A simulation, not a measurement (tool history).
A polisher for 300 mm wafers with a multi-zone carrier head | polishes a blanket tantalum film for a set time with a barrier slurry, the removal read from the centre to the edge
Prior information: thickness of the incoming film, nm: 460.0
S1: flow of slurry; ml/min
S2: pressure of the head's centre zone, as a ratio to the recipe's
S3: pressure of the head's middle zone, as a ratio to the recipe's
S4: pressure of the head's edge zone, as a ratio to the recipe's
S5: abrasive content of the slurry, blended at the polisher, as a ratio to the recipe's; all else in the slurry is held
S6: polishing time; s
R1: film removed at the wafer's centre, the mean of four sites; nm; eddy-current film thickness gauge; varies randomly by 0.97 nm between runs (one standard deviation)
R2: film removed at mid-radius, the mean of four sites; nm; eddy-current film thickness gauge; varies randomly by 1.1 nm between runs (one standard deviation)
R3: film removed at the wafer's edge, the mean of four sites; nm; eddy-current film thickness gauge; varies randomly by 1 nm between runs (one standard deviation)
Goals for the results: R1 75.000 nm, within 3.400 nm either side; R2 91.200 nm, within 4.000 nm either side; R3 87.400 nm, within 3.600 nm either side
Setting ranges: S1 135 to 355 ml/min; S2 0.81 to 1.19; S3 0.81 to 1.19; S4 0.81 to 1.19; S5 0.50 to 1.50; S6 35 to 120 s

run 1 day=0.000 | S1=225 S2=1.00 S3=1.00 S4=1.00 S5=1.00 S6=77 | R1=136.240 R2=136.400 R3=133.840
run 2 day=0.238 | S1=225 S2=0.92 S3=1.00 S4=1.00 S5=1.00 S6=77 | R1=125.700 R2=141.360 R3=135.350
run 3 day=0.362 | S1=215 S2=0.89 S3=0.98 S4=0.98 S5=0.85 S6=70 | R1=104.620 R2=117.600 R3=112.220
run 4 day=0.658 | S1=200 S2=0.86 S3=0.98 S4=1.00 S5=0.75 S6=67 | R1=88.247 R2=102.070 R3=99.319
run 5 day=0.971 | S1=185 S2=0.85 S3=0.98 S4=0.99 S5=0.70 S6=67 | R1=82.555 R2=98.096 R3=94.590
run 6 day=1.296 | S1=185 S2=0.81 S3=0.98 S4=0.99 S5=0.70 S6=67 | R1=79.255 R2=99.628 R3=97.146
run 7 day=1.454 | S1=175 S2=0.83 S3=0.96 S4=0.92 S5=0.50 S6=66 | R1=60.589 R2=74.596 R3=71.246
run 8 day=1.538 | S1=210 S2=0.83 S3=0.97 S4=0.95 S5=0.50 S6=66 | R1=63.665 R2=78.181 R3=72.088
run 9 day=1.821 | S1=205 S2=0.83 S3=0.96 S4=1.05 S5=0.75 S6=70 | R1=91.365 R2=106.620 R3=108.980
run 10 day=2.083 | S1=200 S2=0.82 S3=0.94 S4=0.99 S5=0.75 S6=70 | R1=88.524 R2=105.390 R3=106.540
run 11 day=2.233 | S1=195 S2=0.83 S3=0.96 S4=0.90 S5=0.50 S6=62 | R1=58.236 R2=70.145 R3=66.442
run 12 day=2.458 | S1=200 S2=0.84 S3=0.97 S4=0.98 S5=0.50 S6=62 | R1=59.886 R2=71.947 R3=70.120
run 13 day=2.650 | S1=200 S2=0.85 S3=1.00 S4=1.02 S5=0.55 S6=62 | R1=66.189 R2=79.724 R3=77.264

Pick the move, out of 4, that brings all results within their allowed miss; only one does.
run A day=2.842 | S1=265 S2=0.89 S3=1.11 S4=0.91 S5=0.60 S6=68 | R1=? R2=? R3=?
run B day=2.842 | S1=190 S2=0.86 S3=1.04 S4=1.02 S5=0.55 S6=71 | R1=? R2=? R3=?
run C day=2.842 | S1=215 S2=0.81 S3=1.12 S4=0.90 S5=0.55 S6=74 | R1=? R2=? R3=?
run D day=2.842 | S1=225 S2=0.90 S3=1.13 S4=0.97 S5=0.55 S6=65 | R1=? R2=? R3=?

move=A R1=83.984 R2=102.640 R3=89.627
move=B R1=75.197 R2=92.072 R3=89.224
move=C R1=75.600 R2=102.190 R3=88.889
move=D R1=74.167 R2=90.775 R3=81.250
A: pushes the last run's worst result past its target
B: every result lands within tolerance
C: pushes the last run's worst result past its target
D: gets the furthest-off result to its target, but another result is out of tolerance
The right move is B.
